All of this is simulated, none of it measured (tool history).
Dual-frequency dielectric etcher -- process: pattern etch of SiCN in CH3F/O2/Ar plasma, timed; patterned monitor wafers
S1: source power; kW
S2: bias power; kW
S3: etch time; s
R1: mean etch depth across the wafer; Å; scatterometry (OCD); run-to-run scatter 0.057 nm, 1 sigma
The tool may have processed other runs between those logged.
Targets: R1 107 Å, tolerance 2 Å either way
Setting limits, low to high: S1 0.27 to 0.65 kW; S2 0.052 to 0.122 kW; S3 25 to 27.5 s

| run | day | S1 | S2 | S3 | R1 |
|---|---|---|---|---|---|
| 1 | 0 | 0.46 | 0.087 | 27.5 | 117.32 |
| 2 | 0.108 | 0.54 | 0.087 | 27.5 | 126.34 |
| 3 | 0.467 | 0.48 | 0.087 | 27.5 | 120.92 |
| 4 | 0.604 | 0.48 | 0.087 | 27.5 | 120.6 |
| 5 | 0.854 | 0.45 | 0.086 | 27.5 | 117.09 |
| 6 | 0.988 | 0.43 | 0.085 | 27.5 | 113.25 |
| 7 | 1.1 | 0.43 | 0.085 | 27.5 | 115.18 |
| 8 | 1.238 | 0.41 | 0.084 | 27.5 | 110.96 |
| 9 | 1.292 | 0.4 | 0.084 | 27.5 | 110.37 |

Of the 5 settings listed for the next run, only one would bring every result within its allowed miss of target. Which one?
| A | 1.346 | 0.43 | 0.095 | 26 | ? |
| B | 1.346 | 0.38 | 0.078 | 27 | ? |
| C | 1.346 | 0.53 | 0.074 | 26.5 | ? |
| D | 1.346 | 0.41 | 0.075 | 26 | ? |
| E | 1.346 | 0.49 | 0.077 | 25.5 | ? |

| move | R1 |
|---|---|
| A | 113.06 |
| B | 103.28 |
| C | 112.93 |
| D | 100.81 |
| E | 107.08 |
A: its largest miss is bigger than the last run's
B: takes the biggest miss from the last run beyond its target
C: its largest miss is bigger than the last run's
D: takes the biggest miss from the last run beyond its target
E: all results in spec
Correct choice: E, which meets every target

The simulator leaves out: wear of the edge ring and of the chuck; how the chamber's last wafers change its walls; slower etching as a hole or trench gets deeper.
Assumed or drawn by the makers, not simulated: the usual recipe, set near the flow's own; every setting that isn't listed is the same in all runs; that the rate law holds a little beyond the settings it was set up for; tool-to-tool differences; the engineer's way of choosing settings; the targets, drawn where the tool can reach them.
